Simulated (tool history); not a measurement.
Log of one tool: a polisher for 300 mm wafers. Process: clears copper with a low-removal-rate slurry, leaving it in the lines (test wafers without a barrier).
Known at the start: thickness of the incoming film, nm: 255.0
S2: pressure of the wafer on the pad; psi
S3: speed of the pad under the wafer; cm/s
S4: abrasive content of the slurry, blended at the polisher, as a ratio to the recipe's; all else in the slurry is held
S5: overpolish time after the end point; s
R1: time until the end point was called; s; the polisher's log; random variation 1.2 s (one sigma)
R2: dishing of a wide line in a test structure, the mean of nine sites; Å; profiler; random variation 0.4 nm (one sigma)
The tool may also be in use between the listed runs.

run 1 hour=0.0 | flow_of_slurry_(ml/min)=280 S2=2.1 S3=94 S4=1.0 S5=27 | R1=135.42 R2=160.84
run 2 hour=6.6 | flow_of_slurry_(ml/min)=280 S2=2.2 S3=94 S4=1.0 S5=27 | R1=130.67 R2=161.58
run 3 hour=10.2 | flow_of_slurry_(ml/min)=280 S2=2.2 S3=84 S4=1.0 S5=27 | R1=144.19 R2=160.93
run 4 hour=18.9 | flow_of_slurry_(ml/min)=280 S2=1.9 S3=84 S4=1.0 S5=27 | R1=159.72 R2=145.20
run 5 hour=24.2 | flow_of_slurry_(ml/min)=230 S2=1.9 S3=84 S4=1.0 S5=27 | R1=169.02 R2=146.31
run 6 hour=32.8 | flow_of_slurry_(ml/min)=180 S2=1.9 S3=84 S4=1.0 S5=27 | R1=172.31 R2=139.93

Forecast run 7:
run 7 hour=41.4 | flow_of_slurry_(ml/min)=185 S2=2.1 S3=84 S4=1.0 S5=26 | R1=? R2=?

R1: 153.91 s
R2: 141.66 Å

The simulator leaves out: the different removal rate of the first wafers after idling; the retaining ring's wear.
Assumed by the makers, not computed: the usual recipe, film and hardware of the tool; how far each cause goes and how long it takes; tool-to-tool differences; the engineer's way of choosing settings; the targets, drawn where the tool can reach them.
